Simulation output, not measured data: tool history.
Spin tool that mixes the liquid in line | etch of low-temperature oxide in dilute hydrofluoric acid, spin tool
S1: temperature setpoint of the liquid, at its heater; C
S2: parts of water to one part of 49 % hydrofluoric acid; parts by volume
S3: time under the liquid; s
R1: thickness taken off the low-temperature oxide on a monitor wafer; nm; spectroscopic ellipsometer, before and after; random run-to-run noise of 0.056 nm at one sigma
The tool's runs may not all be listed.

Run 1, day 0.000: S1 21.0 C, S2 70 parts by volume, S3 45 s. Result: R1 13.4520 nm.
Run 2, day 0.208: S1 21.0 C, S2 80 parts by volume, S3 45 s. Result: R1 11.5700 nm.
Run 3, day 0.246: S1 17.5 C, S2 80 parts by volume, S3 45 s. Result: R1 9.9247 nm.
Run 4, day 0.500: S1 17.5 C, S2 85 parts by volume, S3 45 s. Result: R1 9.4040 nm.
At day 0.667: thermometer replaced.
Run 5, day 0.667: S1 21.0 C, S2 85 parts by volume, S3 45 s. Result: R1 9.7402 nm.
Run 6, day 0.775: S1 20.5 C, S2 85 parts by volume, S3 45 s. Result: R1 9.5587 nm.

Forecast run 7:
Run 7, day 0.917: S1 20.5 C, S2 85 parts by volume, S3 45 s. Result: R1 ?.

{"run 7": {"R1": 9.5012}}

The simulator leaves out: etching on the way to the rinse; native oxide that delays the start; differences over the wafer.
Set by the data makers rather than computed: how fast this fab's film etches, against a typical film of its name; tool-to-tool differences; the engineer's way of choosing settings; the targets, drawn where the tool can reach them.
